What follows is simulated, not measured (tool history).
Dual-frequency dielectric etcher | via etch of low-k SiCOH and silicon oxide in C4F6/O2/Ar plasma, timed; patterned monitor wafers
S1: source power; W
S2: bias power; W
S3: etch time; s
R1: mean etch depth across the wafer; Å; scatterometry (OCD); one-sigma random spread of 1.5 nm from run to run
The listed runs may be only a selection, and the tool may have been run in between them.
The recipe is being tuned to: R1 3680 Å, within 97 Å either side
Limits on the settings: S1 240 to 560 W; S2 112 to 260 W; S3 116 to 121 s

{"run": 1, "hour": 0.0, "S1": 400, "S2": 186, "S3": 116, "R1": 3210.7}
{"run": 2, "hour": 7.8, "S1": 340, "S2": 186, "S3": 116, "R1": 3036.3}
{"run": 3, "hour": 16.2, "S1": 340, "S2": 186, "S3": 116, "R1": 3037.2}
{"run": 4, "hour": 18.2, "S1": 370, "S2": 191, "S3": 116, "R1": 3157.7}
{"run": 5, "hour": 23.4, "S1": 390, "S2": 195, "S3": 116, "R1": 3246}
{"run": 6, "hour": 27.8, "S1": 390, "S2": 195, "S3": 121, "R1": 3377.7}
{"run": 7, "hour": 31.5, "S1": 400, "S2": 198, "S3": 121, "R1": 3437.4}
{"run": 8, "hour": 39.9, "S1": 410, "S2": 200, "S3": 121, "R1": 3471.6}
{"run": 9, "hour": 41.9, "S1": 420, "S2": 202, "S3": 121, "R1": 3514.5}
{"run": 10, "hour": 50.8, "S1": 430, "S2": 204, "S3": 121, "R1": 3539.3}

Consider the 4 candidate settings below. Which is the only one whose results all fall within their allowed miss of target?
{"run": "A", "hour": 59.7, "S1": 440, "S2": 215, "S3": 119.5, "R1": "?"}
{"run": "B", "hour": 59.7, "S1": 420, "S2": 202, "S3": 116, "R1": "?"}
{"run": "C", "hour": 59.7, "S1": 440, "S2": 195, "S3": 119, "R1": "?"}
{"run": "D", "hour": 59.7, "S1": 480, "S2": 180, "S3": 116, "R1": "?"}

move=A R1=3643.4
move=B R1=3380.7
move=C R1=3457
move=D R1=3326.6
A: every result lands within tolerance
B: further off than the last run
C: further off than the last run
D: further off than the last run
So the answer is move A, the one that meets all the targets.
